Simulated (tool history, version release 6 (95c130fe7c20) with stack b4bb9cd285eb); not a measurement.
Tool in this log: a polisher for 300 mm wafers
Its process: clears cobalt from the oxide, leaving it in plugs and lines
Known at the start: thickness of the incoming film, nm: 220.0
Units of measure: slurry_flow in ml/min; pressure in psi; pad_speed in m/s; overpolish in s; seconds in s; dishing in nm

Run 1, hour 0: slurry_flow 255 ml/min, pressure 1.6 psi, pad_speed 0.8 m/s, overpolish 17 s. Result: seconds 60.394 s, dishing 29.372 nm.
Run 2, hour 3.6: slurry_flow 255 ml/min, pressure 2 psi, pad_speed 0.8 m/s, overpolish 17 s. Result: seconds 49.486 s, dishing 31.89 nm.
Run 3, hour 12.4: slurry_flow 255 ml/min, pressure 1.6 psi, pad_speed 0.74 m/s, overpolish 19 s. Result: seconds 63.508 s, dishing 30.338 nm.
Run 4, hour 19.7: slurry_flow 255 ml/min, pressure 1.6 psi, pad_speed 0.74 m/s, overpolish 14 s. Result: seconds 64.21 s, dishing 26.326 nm.
Run 5, hour 25.8: slurry_flow 255 ml/min, pressure 1.3 psi, pad_speed 0.68 m/s, overpolish 17 s. Result: seconds 84.436 s, dishing 25.532 nm.
Run 6, hour 29.7: slurry_flow 255 ml/min, pressure 1.1 psi, pad_speed 0.68 m/s, overpolish 19 s. Result: seconds 97.126 s, dishing 25.568 nm.
Run 7, hour 33.6: slurry_flow 255 ml/min, pressure 1 psi, pad_speed 0.68 m/s, overpolish 20 s. Result: seconds 103.88 s, dishing 24.311 nm.
Run 8, hour 42.5: slurry_flow 255 ml/min, pressure 1 psi, pad_speed 0.66 m/s, overpolish 22 s. Result: seconds 107.47 s, dishing 25.736 nm.

What does the tool deliver on the next run?
Run 9, hour 44.2: slurry_flow 255 ml/min, pressure 1 psi, pad_speed 0.66 m/s, overpolish 23 s. Result: seconds ?, dishing ?.

{"run 9": {"seconds": 107.26, "dishing": 25.726}}
